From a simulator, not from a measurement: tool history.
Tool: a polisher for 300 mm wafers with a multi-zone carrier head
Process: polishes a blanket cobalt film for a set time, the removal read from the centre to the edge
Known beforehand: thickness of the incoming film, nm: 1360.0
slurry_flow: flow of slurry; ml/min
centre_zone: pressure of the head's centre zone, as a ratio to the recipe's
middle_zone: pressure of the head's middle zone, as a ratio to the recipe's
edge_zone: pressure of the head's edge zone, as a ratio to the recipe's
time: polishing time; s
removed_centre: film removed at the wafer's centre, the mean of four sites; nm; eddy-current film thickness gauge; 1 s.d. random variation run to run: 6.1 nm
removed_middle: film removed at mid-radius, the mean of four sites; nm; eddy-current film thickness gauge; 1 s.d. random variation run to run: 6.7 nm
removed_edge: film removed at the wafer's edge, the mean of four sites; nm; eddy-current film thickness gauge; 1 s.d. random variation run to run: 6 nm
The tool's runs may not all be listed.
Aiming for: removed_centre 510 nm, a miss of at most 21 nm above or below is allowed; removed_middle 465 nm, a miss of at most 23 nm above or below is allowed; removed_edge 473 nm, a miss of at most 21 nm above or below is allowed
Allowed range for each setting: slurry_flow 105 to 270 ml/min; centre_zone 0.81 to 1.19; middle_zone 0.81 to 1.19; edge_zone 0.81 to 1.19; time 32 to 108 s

run,hour,slurry_flow,centre_zone,middle_zone,edge_zone,time,removed_centre,removed_middle,removed_edge
1,0,175,1,1,1,70,414.89,412.57,421.3
2,4.1,175,1,1,0.94,70,412.87,422.81,420.13
3,10,175,0.94,1,0.94,70,379.51,421.29,421.01
4,18.9,185,0.98,0.99,0.95,72,424.1,427.78,436.91
5,24.8,225,0.98,0.99,0.95,72,436.52,435.76,435.99
6,33.2,225,1,0.99,0.95,74,455.77,443.91,458.67
7,37.2,230,1.02,1,0.95,74,469.03,451.18,453.32
8,38.8,230,1.03,1,0.95,75,479.3,460.04,468.96
9,47.3,235,1.05,1,0.95,75,485.71,461.84,474.27

Pick the move, out of 4, that brings all results within their allowed miss; only one does.
A,55.8,270,1.02,1.12,0.9,73,?,?,?
B,55.8,245,1.07,0.94,0.82,78,?,?,?
C,55.8,240,1.04,1.05,1.02,84,?,?,?
D,55.8,235,1.17,0.97,0.9,77,?,?,?

move,removed_centre,removed_middle,removed_edge
A,455.02,491.88,456.17
B,503.99,461.71,473.42
C,526.45,534.53,538.56
D,541.71,463.03,476.67
A: moves away from the targets compared with the last run
B: each result inside its tolerance
C: gets the furthest-off result to its target, but another result is out of tolerance
D: the result that was furthest off in the last run now lies on the other side of its target
The right move is B.
